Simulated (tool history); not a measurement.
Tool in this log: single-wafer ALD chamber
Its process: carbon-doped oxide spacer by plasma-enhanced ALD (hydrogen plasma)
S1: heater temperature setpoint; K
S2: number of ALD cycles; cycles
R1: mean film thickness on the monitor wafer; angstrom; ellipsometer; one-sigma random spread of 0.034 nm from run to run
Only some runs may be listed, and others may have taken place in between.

{"run": 1, "day": 0.0, "S1": 678.15, "S2": 273, "R1": 122.81}
{"run": 2, "day": 0.062, "S1": 681.15, "S2": 261, "R1": 115.69}
{"run": 3, "day": 0.192, "S1": 684.15, "S2": 254, "R1": 112.15}
{"run": 4, "day": 0.304, "S1": 687.15, "S2": 247, "R1": 107.53}
{"run": 5, "day": 0.483, "S1": 696.15, "S2": 247, "R1": 104.27}
{"run": 6, "day": 0.817, "S1": 697.15, "S2": 243, "R1": 102.07}
{"run": 7, "day": 0.896, "S1": 698.15, "S2": 240, "R1": 99.907}
{"run": 8, "day": 1.129, "S1": 699.15, "S2": 238, "R1": 99.348}

Run 9, settings as shown, results not yet in. Your forecast:
{"run": 9, "day": 1.221, "S1": 700.15, "S2": 236, "R1": "?"}

{"run 9": {"R1": 98.112}}

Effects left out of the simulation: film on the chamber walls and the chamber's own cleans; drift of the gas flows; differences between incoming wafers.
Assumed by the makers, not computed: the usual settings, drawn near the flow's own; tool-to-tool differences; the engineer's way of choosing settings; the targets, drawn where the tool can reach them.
